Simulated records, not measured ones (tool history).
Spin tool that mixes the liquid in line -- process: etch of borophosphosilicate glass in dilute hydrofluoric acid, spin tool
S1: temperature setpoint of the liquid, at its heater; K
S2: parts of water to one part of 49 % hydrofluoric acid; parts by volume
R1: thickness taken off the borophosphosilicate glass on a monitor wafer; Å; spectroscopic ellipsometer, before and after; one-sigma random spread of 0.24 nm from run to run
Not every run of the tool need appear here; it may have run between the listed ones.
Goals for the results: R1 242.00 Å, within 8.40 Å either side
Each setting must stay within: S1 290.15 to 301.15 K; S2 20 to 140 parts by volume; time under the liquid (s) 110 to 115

{"run": 1, "day": 0.0, "S1": 293.15, "S2": 75, "time under the liquid (s)": 110, "R1": 351.96}
{"run": 2, "day": 0.158, "S1": 293.15, "S2": 50, "time under the liquid (s)": 110, "R1": 557.55}
{"run": 3, "day": 0.421, "S1": 292.65, "S2": 55, "time under the liquid (s)": 110, "R1": 486.0}
{"run": 4, "day": 0.767, "S1": 292.15, "S2": 60, "time under the liquid (s)": 110, "R1": 430.71}
{"run": 5, "day": 0.846, "S1": 292.15, "S2": 50, "time under the liquid (s)": 110, "R1": 535.91}
{"run": 6, "day": 1.079, "S1": 291.65, "S2": 55, "time under the liquid (s)": 110, "R1": 473.54}
{"run": 7, "day": 1.371, "S1": 290.15, "S2": 85, "time under the liquid (s)": 110, "R1": 278.17}
{"run": 8, "day": 1.412, "S1": 290.15, "S2": 85, "time under the liquid (s)": 110, "R1": 273.48}
{"run": 9, "day": 1.708, "S1": 290.15, "S2": 90, "time under the liquid (s)": 110, "R1": 260.67}

Which single option among these 4 for the next run brings every result within its allowed miss of target? Just one does.
{"run": "A", "day": 2.004, "S1": 290.65, "S2": 85, "time under the liquid (s)": 110, "R1": "?"}
{"run": "B", "day": 2.004, "S1": 290.15, "S2": 80, "time under the liquid (s)": 115, "R1": "?"}
{"run": "C", "day": 2.004, "S1": 291.15, "S2": 90, "time under the liquid (s)": 115, "R1": "?"}
{"run": "D", "day": 2.004, "S1": 292.65, "S2": 105, "time under the liquid (s)": 110, "R1": "?"}

move=A R1=284.82
move=B R1=311.39
move=C R1=285.68
move=D R1=245.27
A: lands further from the targets than the last run did
B: lands further from the targets than the last run did
C: lands further from the targets than the last run did
D: in spec on every target
The right move is D.

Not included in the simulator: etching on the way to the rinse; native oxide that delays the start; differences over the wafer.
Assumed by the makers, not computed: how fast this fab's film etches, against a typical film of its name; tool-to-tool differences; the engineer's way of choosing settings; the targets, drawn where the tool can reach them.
